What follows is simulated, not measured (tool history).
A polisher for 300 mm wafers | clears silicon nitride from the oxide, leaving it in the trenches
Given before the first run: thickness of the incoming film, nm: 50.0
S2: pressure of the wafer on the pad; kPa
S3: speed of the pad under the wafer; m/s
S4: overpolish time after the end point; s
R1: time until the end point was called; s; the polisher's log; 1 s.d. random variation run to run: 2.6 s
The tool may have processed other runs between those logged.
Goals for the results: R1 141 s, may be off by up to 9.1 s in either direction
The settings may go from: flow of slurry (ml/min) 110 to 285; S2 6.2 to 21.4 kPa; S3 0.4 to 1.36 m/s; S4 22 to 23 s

Run 1, hour 0: flow of slurry (ml/min) 180, S2 13.8 kPa, S3 0.88 m/s, S4 22 s. Result: R1 84.518 s.
Run 2, hour 7.2: flow of slurry (ml/min) 180, S2 13.8 kPa, S3 0.88 m/s, S4 22 s. Result: R1 86.135 s.
Run 3, hour 9: flow of slurry (ml/min) 220, S2 13.8 kPa, S3 0.88 m/s, S4 22 s. Result: R1 82.091 s.
Run 4, hour 13.7: flow of slurry (ml/min) 250, S2 13.8 kPa, S3 0.88 m/s, S4 22 s. Result: R1 78.908 s.
Run 5, hour 14.6: flow of slurry (ml/min) 250, S2 13.8 kPa, S3 0.88 m/s, S4 22 s. Result: R1 81.808 s.
Run 6, hour 19.3: flow of slurry (ml/min) 250, S2 13.8 kPa, S3 0.88 m/s, S4 23 s. Result: R1 83.978 s.
Run 7, hour 23: flow of slurry (ml/min) 250, S2 11.7 kPa, S3 0.86 m/s, S4 23 s. Result: R1 93.022 s.
Run 8, hour 25.2: flow of slurry (ml/min) 250, S2 10.3 kPa, S3 0.82 m/s, S4 23 s. Result: R1 105.6 s.
Run 9, hour 28.7: flow of slurry (ml/min) 250, S2 10.3 kPa, S3 0.82 m/s, S4 23 s. Result: R1 107.84 s.
Run 10, hour 33.3: flow of slurry (ml/min) 250, S2 9 kPa, S3 0.8 m/s, S4 23 s. Result: R1 118.86 s.
Run 11, hour 42.4: flow of slurry (ml/min) 250, S2 8.3 kPa, S3 0.8 m/s, S4 23 s. Result: R1 123.58 s.
Run 12, hour 49.3: flow of slurry (ml/min) 250, S2 7.6 kPa, S3 0.8 m/s, S4 23 s. Result: R1 128.24 s.

Which one of the following 5 next-run settings gets every result inside its allowed miss? There is exactly one.
Run A, hour 56.2: flow of slurry (ml/min) 235, S2 6.2 kPa, S3 0.96 m/s, S4 23 s. Result: R1 ?.
Run B, hour 56.2: flow of slurry (ml/min) 255, S2 10.3 kPa, S3 0.7 m/s, S4 23 s. Result: R1 ?.
Run C, hour 56.2: flow of slurry (ml/min) 280, S2 6.2 kPa, S3 0.72 m/s, S4 22 s. Result: R1 ?.
Run D, hour 56.2: flow of slurry (ml/min) 255, S2 7.6 kPa, S3 0.72 m/s, S4 22 s. Result: R1 ?.
Run E, hour 56.2: flow of slurry (ml/min) 235, S2 6.9 kPa, S3 0.96 m/s, S4 23 s. Result: R1 ?.

move      R1
   A  125.63
   B  124.77
   C  162.85
   D  147.07
   E  118.62
A: moves away from the targets compared with the last run
B: moves away from the targets compared with the last run
C: takes the biggest miss from the last run beyond its target
D: every result within its allowed miss
E: moves away from the targets compared with the last run
The move that meets every target is D.

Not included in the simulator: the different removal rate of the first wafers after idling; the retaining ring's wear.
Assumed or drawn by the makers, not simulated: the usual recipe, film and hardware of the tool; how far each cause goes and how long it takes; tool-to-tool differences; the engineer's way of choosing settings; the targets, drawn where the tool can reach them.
